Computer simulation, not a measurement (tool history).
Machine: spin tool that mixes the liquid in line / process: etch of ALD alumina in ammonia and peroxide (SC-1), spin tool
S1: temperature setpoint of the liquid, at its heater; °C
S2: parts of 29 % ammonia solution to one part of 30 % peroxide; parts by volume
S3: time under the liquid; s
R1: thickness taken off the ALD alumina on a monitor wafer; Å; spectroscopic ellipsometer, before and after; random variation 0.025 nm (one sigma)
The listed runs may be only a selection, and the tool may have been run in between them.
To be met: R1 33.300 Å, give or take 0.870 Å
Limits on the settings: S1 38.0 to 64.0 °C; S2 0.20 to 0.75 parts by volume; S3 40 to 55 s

run  hour    S1    S2  S3      R1
  1   0.0  48.0  0.45  55  45.161
  2   2.0  48.0  0.60  55  46.272
  3   8.0  46.5  0.60  55  42.598
  4  10.4  46.5  0.55  55  41.049
  5  14.5  45.5  0.55  55  39.665
  6  16.4  45.5  0.45  55  38.796
  7  17.0  45.0  0.45  55  38.263
  8  22.9  44.5  0.45  55  36.614
  9  25.2  44.0  0.45  55  35.622
 10  31.2  43.5  0.45  55  34.109

5 candidate next runs follow, results not yet known. Just one meets every target within its allowed miss. Identify it.
  A  37.2  44.0  0.35  55   ?
  B  37.2  46.0  0.35  50   ?
  C  37.2  45.0  0.60  50   ?
  D  37.2  43.5  0.50  55   ?
  E  37.2  44.0  0.55  50   ?

move      R1
   A  34.984
   B  35.643
   C  35.449
   D  35.169
   E  33.203
A: its largest miss is bigger than the last run's
B: its largest miss is bigger than the last run's
C: its largest miss is bigger than the last run's
D: its largest miss is bigger than the last run's
E: all results in spec
Go with E: it meets all targets.
